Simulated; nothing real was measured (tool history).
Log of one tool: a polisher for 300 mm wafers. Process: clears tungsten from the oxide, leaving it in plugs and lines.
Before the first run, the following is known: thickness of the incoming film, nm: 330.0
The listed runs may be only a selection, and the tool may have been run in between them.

run	hour	flow of slurry (ml/min)	pressure of the wafer on the pad (psi)	speed of the pad under the wafer (m/s)	abrasive content of the slurry	overpolish time after the end point (s)	time until the end point was called (s)
1	0.0	240	4.1	0.88	1.0	6	88.110
2	2.0	240	4.3	0.88	1.0	6	85.615
3	7.9	240	4.5	0.88	1.0	6	83.557
4	16.9	295	4.5	0.88	1.0	6	80.045
5	23.9	320	4.5	0.88	1.0	6	80.628
6	30.8	320	4.6	0.88	1.0	6	78.256

What will run 7 give?
7	36.2	320	4.7	0.88	1.0	6	?

time until the end point was called (s): 75.920
